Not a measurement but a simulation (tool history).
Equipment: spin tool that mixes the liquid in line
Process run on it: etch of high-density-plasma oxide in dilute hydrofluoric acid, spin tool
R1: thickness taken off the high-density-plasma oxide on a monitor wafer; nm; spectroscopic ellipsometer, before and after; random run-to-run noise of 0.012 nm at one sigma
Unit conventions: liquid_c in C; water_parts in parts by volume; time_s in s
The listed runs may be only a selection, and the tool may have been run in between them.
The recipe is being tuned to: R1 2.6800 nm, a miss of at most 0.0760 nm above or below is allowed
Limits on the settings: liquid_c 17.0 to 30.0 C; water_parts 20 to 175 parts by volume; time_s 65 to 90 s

{"run": 1, "hour": 0.0, "liquid_c": 22.0, "water_parts": 95, "time_s": 90, "R1": 4.6817}
{"run": 2, "hour": 4.0, "liquid_c": 25.0, "water_parts": 95, "time_s": 90, "R1": 5.2641}
{"run": 3, "hour": 8.6, "liquid_c": 24.0, "water_parts": 100, "time_s": 90, "R1": 4.7833}
{"run": 4, "hour": 10.1, "liquid_c": 24.0, "water_parts": 115, "time_s": 90, "R1": 4.06}
{"run": 5, "hour": 12.4, "liquid_c": 23.0, "water_parts": 115, "time_s": 90, "R1": 3.9117}
{"run": 6, "hour": 16.2, "liquid_c": 22.0, "water_parts": 115, "time_s": 90, "R1": 3.7652}
{"run": 7, "hour": 17.2, "liquid_c": 21.5, "water_parts": 115, "time_s": 90, "R1": 3.6817}
{"run": 8, "hour": 20.8, "liquid_c": 21.0, "water_parts": 115, "time_s": 90, "R1": 3.5933}

Next run, 4 choices. One meets every target within its allowed miss, the rest don't. Which?
{"run": "A", "hour": 24.4, "liquid_c": 18.5, "water_parts": 110, "time_s": 70, "R1": "?"}
{"run": "B", "hour": 24.4, "liquid_c": 22.0, "water_parts": 110, "time_s": 65, "R1": "?"}
{"run": "C", "hour": 24.4, "liquid_c": 17.0, "water_parts": 110, "time_s": 70, "R1": "?"}
{"run": "D", "hour": 24.4, "liquid_c": 20.5, "water_parts": 125, "time_s": 70, "R1": "?"}

move=A R1=2.6463
move=B R1=2.8336
move=C R1=2.4860
move=D R1=2.4863
A: meets every target
B: gains on the last run, yet a result remains outside its allowed miss
C: takes the result that was furthest off past its target
D: takes the result that was furthest off past its target
The right move is A.
